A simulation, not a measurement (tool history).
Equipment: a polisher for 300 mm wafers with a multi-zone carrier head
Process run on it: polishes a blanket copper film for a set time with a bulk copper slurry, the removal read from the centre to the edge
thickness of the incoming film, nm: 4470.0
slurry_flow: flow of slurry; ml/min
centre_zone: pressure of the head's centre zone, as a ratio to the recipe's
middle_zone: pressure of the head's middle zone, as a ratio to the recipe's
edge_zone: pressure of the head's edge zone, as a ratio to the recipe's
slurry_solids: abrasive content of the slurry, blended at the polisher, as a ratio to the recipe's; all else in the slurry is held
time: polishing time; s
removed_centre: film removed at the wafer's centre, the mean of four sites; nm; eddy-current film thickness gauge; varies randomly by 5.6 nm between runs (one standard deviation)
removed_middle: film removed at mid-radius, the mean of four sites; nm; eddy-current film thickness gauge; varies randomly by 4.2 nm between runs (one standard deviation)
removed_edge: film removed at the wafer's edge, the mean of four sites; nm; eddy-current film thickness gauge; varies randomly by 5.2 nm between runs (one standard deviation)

run	hour	slurry_flow	centre_zone	middle_zone	edge_zone	slurry_solids	time	removed_centre	removed_middle	removed_edge
1	0	300	1	1	1	1	67	477.66	448.56	455.92
2	7.8	300	0.99	1.01	0.98	0.95	67	466.1	463.91	458.38
3	15.1	300	0.99	1.01	0.98	0.95	53	374.68	364.04	369.12
4	19.9	300	0.94	1.01	0.98	0.95	53	349.07	368.38	354.48
5	25.8	300	0.94	1.01	0.95	0.95	53	348.4	362.83	364.02
6	27.4	305	0.95	1.03	0.96	0.95	53	360.17	370.44	369.45
7	31.9	295	0.96	1.05	1	0.9	53	345.64	371.76	353.84
8	39.8	300	0.97	1.07	1	0.9	53	349.78	384.72	361.7
9	43.7	305	0.99	1.09	1	0.9	53	368.66	387.3	361.42
10	49.3	310	0.99	1.1	1	0.9	53	363.76	391.2	350.03
11	52.7	310	0.99	1.1	1	0.95	54	375.97	402.02	374.49

Run 12 is up next; what results do you expect?
12	54.8	315	1	1.11	1	0.95	54	?	?	?

For run 12 the tool returned removed_centre 386.87 nm, removed_middle 408.78 nm, removed_edge 372.07 nm.
